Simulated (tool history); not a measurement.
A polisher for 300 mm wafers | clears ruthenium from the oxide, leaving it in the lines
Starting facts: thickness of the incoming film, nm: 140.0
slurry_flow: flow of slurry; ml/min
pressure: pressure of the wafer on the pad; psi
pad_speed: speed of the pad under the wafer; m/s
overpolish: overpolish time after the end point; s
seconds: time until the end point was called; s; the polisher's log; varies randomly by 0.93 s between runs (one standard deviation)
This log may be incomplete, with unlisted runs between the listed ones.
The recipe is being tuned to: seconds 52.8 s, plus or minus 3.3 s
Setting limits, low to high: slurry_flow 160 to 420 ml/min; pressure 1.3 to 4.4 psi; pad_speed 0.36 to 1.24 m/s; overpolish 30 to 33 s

run	day	slurry_flow	pressure	pad_speed	overpolish	seconds
1	0	270	2.8	0.8	30	106.92
2	0.125	270	3.3	0.84	30	85.62
3	0.246	270	3.3	0.98	30	73.077
4	0.271	270	3.3	0.98	33	75.341
5	0.388	335	3.3	0.98	33	72.507
6	0.688	335	3.3	0.98	33	71.717
7	0.729	335	3.6	1	33	63.576
8	0.858	335	3.8	1	33	64.107
9	0.925	335	4	1.02	33	59.159

Next run, 4 choices. One meets every target within its allowed miss, the rest don't. Which?
A	0.992	300	4	1	33	?
B	0.992	260	3.8	1.22	32	?
C	0.992	380	3.7	1.02	33	?
D	0.992	260	4.2	0.96	33	?

move	seconds
A	62.164
B	54.262
C	64.361
D	62.591
A: lands further from the targets than the last run did
B: hits every target within its allowed miss
C: lands further from the targets than the last run did
D: lands further from the targets than the last run did
B is the move that brings every result within its allowed miss.

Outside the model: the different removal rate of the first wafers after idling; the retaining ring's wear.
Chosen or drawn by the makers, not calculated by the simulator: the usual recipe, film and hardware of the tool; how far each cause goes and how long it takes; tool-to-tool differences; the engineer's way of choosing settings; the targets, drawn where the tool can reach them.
